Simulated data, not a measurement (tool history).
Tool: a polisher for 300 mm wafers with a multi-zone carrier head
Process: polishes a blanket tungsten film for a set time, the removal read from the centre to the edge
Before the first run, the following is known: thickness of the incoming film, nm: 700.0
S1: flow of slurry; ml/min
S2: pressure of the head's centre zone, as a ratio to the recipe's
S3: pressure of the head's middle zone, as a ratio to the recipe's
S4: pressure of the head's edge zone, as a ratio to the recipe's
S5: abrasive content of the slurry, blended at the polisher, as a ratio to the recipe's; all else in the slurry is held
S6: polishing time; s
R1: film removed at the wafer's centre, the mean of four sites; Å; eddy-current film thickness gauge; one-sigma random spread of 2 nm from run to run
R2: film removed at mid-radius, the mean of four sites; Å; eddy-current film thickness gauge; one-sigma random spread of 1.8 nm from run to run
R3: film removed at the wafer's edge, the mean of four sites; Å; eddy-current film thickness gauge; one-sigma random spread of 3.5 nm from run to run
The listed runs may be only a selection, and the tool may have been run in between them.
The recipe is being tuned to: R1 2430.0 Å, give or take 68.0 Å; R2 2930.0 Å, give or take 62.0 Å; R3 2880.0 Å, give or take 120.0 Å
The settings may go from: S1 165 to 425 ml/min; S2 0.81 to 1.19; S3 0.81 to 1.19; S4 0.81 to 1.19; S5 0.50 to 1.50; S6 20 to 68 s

run	day	S1	S2	S3	S4	S5	S6	R1	R2	R3
1	0.000	275	1.00	1.00	1.00	1.00	44	2418.0	2475.8	2534.2
2	0.312	295	0.98	1.04	1.05	1.05	44	2445.8	2597.2	2650.4
3	0.579	335	0.98	1.04	1.05	1.05	44	2515.7	2629.1	2669.5
4	0.779	335	0.98	1.04	1.02	1.05	44	2501.4	2638.0	2611.8
5	0.817	340	0.96	1.07	1.06	1.10	44	2459.5	2729.3	2699.5
6	1.188	340	0.96	1.07	1.06	1.20	44	2551.1	2827.4	2764.2
7	1.562	335	0.95	1.08	1.08	1.20	44	2519.4	2811.4	2853.2
8	1.892	335	0.94	1.10	1.08	1.20	44	2512.8	2821.4	2831.7

Exactly one of the 4 candidate moves below puts every result within its allowed miss. Which one?
A	2.221	310	0.95	1.09	1.12	1.30	45	?	?	?
B	2.221	345	0.90	1.12	1.11	1.30	44	?	?	?
C	2.221	335	1.04	1.06	1.12	1.30	42	?	?	?
D	2.221	370	1.01	1.14	1.04	1.25	42	?	?	?

move	R1	R2	R3
A	2634.3	2917.1	3011.4
B	2467.2	2938.6	2953.3
C	2715.5	2688.7	2828.0
D	2634.8	2826.0	2711.6
A: gets the furthest-off result to its target, but another result is out of tolerance
B: each result inside its tolerance
C: lands further from the targets than the last run did
D: lands further from the targets than the last run did
The move that meets every target is B.

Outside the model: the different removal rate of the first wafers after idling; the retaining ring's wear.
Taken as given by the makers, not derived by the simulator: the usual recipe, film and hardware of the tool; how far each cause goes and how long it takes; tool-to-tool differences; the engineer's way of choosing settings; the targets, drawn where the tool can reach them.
